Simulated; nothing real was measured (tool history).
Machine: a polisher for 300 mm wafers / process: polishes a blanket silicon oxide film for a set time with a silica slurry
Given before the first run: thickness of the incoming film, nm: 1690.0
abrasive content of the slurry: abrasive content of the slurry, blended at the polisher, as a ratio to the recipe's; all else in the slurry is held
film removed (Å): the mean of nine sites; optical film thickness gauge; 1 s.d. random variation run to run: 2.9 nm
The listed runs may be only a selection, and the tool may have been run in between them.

run	hour	flow of slurry (ml/min)	pressure of the wafer on the pad (psi)	speed of the pad under the wafer (cm/s)	abrasive content of the slurry	polishing time (s)	film removed (Å)
1	0.0	300	5.2	98	1.0	49	1592.6
2	4.8	300	4.5	98	1.0	49	1350.5
3	6.3	300	4.5	118	1.0	49	1637.6
4	12.9	300	5.0	118	1.0	49	1786.0
5	15.9	225	5.0	118	1.0	49	1695.3
6	19.4	235	5.2	118	1.0	49	1765.3
7	28.3	245	5.4	118	1.0	49	1855.1
8	31.7	255	5.5	118	1.0	49	1880.7

Run 9 is up next; what results do you expect?
9	36.9	260	5.6	118	1.0	49	?

{"run 9": {"film removed (Å)": 1954.9}}
